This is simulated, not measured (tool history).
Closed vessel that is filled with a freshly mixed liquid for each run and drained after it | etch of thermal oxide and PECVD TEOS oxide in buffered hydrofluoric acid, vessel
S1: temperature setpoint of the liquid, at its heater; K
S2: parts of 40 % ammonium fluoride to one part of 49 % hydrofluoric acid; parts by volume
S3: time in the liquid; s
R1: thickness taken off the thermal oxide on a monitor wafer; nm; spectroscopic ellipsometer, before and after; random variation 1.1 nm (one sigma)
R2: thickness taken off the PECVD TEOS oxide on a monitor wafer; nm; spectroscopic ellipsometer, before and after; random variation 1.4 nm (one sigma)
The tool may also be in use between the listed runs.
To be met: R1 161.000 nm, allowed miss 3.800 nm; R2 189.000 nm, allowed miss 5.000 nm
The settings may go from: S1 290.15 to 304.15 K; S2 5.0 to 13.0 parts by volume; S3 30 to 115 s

| run | day | S1 | S2 | S3 | R1 | R2 |
|---|---|---|---|---|---|---|
| 1 | 0.000 | 296.15 | 8.0 | 60 | 77.092 | 89.139 |
| 2 | 0.288 | 298.15 | 8.0 | 60 | 85.194 | 100.560 |
| 3 | 0.512 | 299.65 | 7.0 | 60 | 108.300 | 125.620 |
| 4 | 0.712 | 299.65 | 5.5 | 60 | 132.520 | 153.360 |
| 5 | 0.933 | 300.65 | 5.5 | 60 | 139.710 | 163.330 |
| 6 | 1.029 | 301.65 | 5.5 | 60 | 148.680 | 172.390 |
| 7 | 1.312 | 302.15 | 5.5 | 60 | 151.540 | 177.150 |
| 8 | 1.350 | 302.65 | 5.5 | 60 | 154.220 | 182.370 |

Which of these 4 next moves meets every target?
| A | 1.388 | 301.65 | 5.0 | 60 | ? | ? |
| B | 1.388 | 299.15 | 5.0 | 65 | ? | ? |
| C | 1.388 | 300.65 | 6.0 | 70 | ? | ? |
| D | 1.388 | 297.15 | 6.0 | 85 | ? | ? |

| move | R1 | R2 |
|---|---|---|
| A | 159.920 | 186.400 |
| B | 151.670 | 176.780 |
| C | 151.690 | 176.810 |
| D | 152.590 | 177.860 |
A: meets every target
B: further off than the last run
C: further off than the last run
D: further off than the last run
The right move is A.
